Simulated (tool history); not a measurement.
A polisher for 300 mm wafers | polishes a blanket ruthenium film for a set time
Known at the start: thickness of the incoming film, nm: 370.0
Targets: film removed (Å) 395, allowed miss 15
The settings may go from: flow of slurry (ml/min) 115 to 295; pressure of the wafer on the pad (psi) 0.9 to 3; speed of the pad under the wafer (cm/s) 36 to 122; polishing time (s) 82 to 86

run  hour  flow of slurry (ml/min)  pressure of the wafer on the pad (psi)  speed of the pad under the wafer (cm/s)  polishing time (s)  film removed (Å)
  1     0                      190                                     1.9                                       78                  82            725.83
  2   7.2                      190                                     1.7                                       76                  82            627.88
  3  14.1                      155                                     1.7                                       76                  82            609.77
  4  20.8                      155                                     2.2                                       76                  82            801.63
  5  22.9                      155                                     2.2                                       76                  86            835.82
  6  29.9                      155                                     1.9                                       74                  86            708.54
  7  31.8                      155                                     1.7                                       74                  86            634.36
  8  35.7                      155                                     1.5                                       74                  86            572.84
  9  39.4                      155                                     1.4                                       74                  86            522.65
 10    48                      150                                     1.3                                       74                  86            482.34
 11  52.1                      145                                     1.2                                       74                  86            443.12
 12  53.6                      140                                     1.2                                       74                  86            448.01
 13  61.8                      140                                     1.2                                       74                  86             444.5
 14  66.6                      135                                     1.2                                       74                  86            440.03
 15  73.6                      130                                     1.2                                       74                  86            435.13

5 next moves are on the table. One of them brings every result within its allowed miss. Which?
  A  80.6                      140                                     1.4                                       72                  82                 ?
  B  80.6                      140                                     1.2                                       64                  86                 ?
  C  80.6                      115                                       1                                       76                  86                 ?
  D  80.6                      120                                     1.5                                       58                  84                 ?
  E  80.6                      155                                     1.5                                       62                  82                 ?

move  film removed (Å)
   A            487.22
   B            399.52
   C            370.08
   D            429.63
   E            469.14
A: further off than the last run
B: meets every target
C: takes the result that was furthest off past its target
D: nearer than the last run, and not there yet
E: further off than the last run
The right move is B.

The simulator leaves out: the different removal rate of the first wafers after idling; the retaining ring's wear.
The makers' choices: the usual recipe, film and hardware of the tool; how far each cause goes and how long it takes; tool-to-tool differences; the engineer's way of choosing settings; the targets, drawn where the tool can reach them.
